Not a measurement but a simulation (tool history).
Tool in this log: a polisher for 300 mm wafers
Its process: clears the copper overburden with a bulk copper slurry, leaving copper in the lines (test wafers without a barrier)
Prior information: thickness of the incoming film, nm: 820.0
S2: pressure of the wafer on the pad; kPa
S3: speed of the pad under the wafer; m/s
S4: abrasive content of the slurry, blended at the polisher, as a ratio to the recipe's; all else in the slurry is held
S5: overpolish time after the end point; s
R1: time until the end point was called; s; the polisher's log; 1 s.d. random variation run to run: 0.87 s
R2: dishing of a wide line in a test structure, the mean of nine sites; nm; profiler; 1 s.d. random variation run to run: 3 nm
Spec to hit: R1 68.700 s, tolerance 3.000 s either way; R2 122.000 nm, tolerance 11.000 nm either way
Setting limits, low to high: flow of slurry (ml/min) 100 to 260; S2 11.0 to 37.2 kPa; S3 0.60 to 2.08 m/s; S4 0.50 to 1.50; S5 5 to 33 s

Run 1, hour 0.0: flow of slurry (ml/min) 165, S2 24.1 kPa, S3 1.34 m/s, S4 1.00, S5 17 s. Result: R1 48.540 s, R2 126.950 nm.
Run 2, hour 7.6: flow of slurry (ml/min) 145, S2 24.1 kPa, S3 1.34 m/s, S4 1.00, S5 17 s. Result: R1 49.837 s, R2 119.100 nm.
Run 3, hour 16.2: flow of slurry (ml/min) 145, S2 24.1 kPa, S3 1.34 m/s, S4 1.00, S5 21 s. Result: R1 49.431 s, R2 134.900 nm.
Run 4, hour 17.8: flow of slurry (ml/min) 145, S2 20.0 kPa, S3 1.34 m/s, S4 1.00, S5 21 s. Result: R1 59.661 s, R2 117.060 nm.
Run 5, hour 24.3: flow of slurry (ml/min) 145, S2 20.0 kPa, S3 1.34 m/s, S4 1.10, S5 21 s. Result: R1 57.958 s, R2 119.810 nm.
Run 6, hour 29.9: flow of slurry (ml/min) 170, S2 20.0 kPa, S3 1.34 m/s, S4 1.10, S5 21 s. Result: R1 55.837 s, R2 123.710 nm.
Run 7, hour 30.6: flow of slurry (ml/min) 165, S2 18.6 kPa, S3 1.34 m/s, S4 1.10, S5 23 s. Result: R1 60.813 s, R2 120.620 nm.
Run 8, hour 36.6: flow of slurry (ml/min) 165, S2 17.9 kPa, S3 1.34 m/s, S4 1.10, S5 24 s. Result: R1 64.485 s, R2 118.520 nm.
Run 9, hour 44.4: flow of slurry (ml/min) 165, S2 17.9 kPa, S3 1.34 m/s, S4 1.10, S5 24 s. Result: R1 62.456 s, R2 115.940 nm.

Pick the move, out of 5, that brings all results within their allowed miss; only one does.
Run A, hour 52.2: flow of slurry (ml/min) 165, S2 16.5 kPa, S3 1.18 m/s, S4 1.25, S5 21 s. Result: R1 ?, R2 ?.
Run B, hour 52.2: flow of slurry (ml/min) 155, S2 20.0 kPa, S3 1.10 m/s, S4 1.10, S5 27 s. Result: R1 ?, R2 ?.
Run C, hour 52.2: flow of slurry (ml/min) 180, S2 19.3 kPa, S3 1.28 m/s, S4 1.05, S5 26 s. Result: R1 ?, R2 ?.
Run D, hour 52.2: flow of slurry (ml/min) 205, S2 13.8 kPa, S3 1.80 m/s, S4 0.85, S5 24 s. Result: R1 ?, R2 ?.
Run E, hour 52.2: flow of slurry (ml/min) 180, S2 15.9 kPa, S3 1.20 m/s, S4 1.10, S5 23 s. Result: R1 ?, R2 ?.

move      R1       R2
   A  73.633   99.996
   B  68.059  119.920
   C  60.807  122.500
   D  63.303  109.050
   E  76.620  101.760
A: takes the result that was furthest off past its target
B: each result inside its tolerance
C: the biggest miss grows against the last run
D: gains on the last run, yet a result remains outside its allowed miss
E: takes the result that was furthest off past its target
The move that meets every target is B.
